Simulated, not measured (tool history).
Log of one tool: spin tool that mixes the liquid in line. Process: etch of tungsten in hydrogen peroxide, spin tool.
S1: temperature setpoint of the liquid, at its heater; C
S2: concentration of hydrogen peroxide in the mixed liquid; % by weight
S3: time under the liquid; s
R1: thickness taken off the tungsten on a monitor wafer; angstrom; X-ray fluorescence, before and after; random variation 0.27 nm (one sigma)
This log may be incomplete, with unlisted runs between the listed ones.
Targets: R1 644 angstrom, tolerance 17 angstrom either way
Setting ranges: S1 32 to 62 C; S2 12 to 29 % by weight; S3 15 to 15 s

run,hour,S1,S2,S3,R1
1,0,46,19.5,15,304.08
2,7.7,46,19.5,15,304.32
3,13.5,46,19.5,15,303.1
4,20.8,49,19.5,15,365.93
5,24.1,46.5,19.5,15,313.67
6,32.3,46.5,16.5,15,288.71
7,36.4,49.5,16.5,15,345.23
8,40.9,52,16.5,15,405.17
9,46.2,54,16.5,15,454.69
10,48.4,55.5,16.5,15,502.42
11,53.5,56.5,16.5,15,534.79
12,55.2,57,16.5,15,542.41

Next run, 4 choices. One meets every target within its allowed miss, the rest don't. Which?
A,56.9,51.5,20,15,?
B,56.9,56.5,15.5,15,?
C,56.9,58,23,15,?
D,56.9,60.5,15,15,?

move,R1
A,429.12
B,509.02
C,676.9
D,631.57
A: lands further from the targets than the last run did
B: lands further from the targets than the last run did
C: the result that was furthest off in the last run now lies on the other side of its target
D: every result lands within tolerance
The move that meets every target is D.
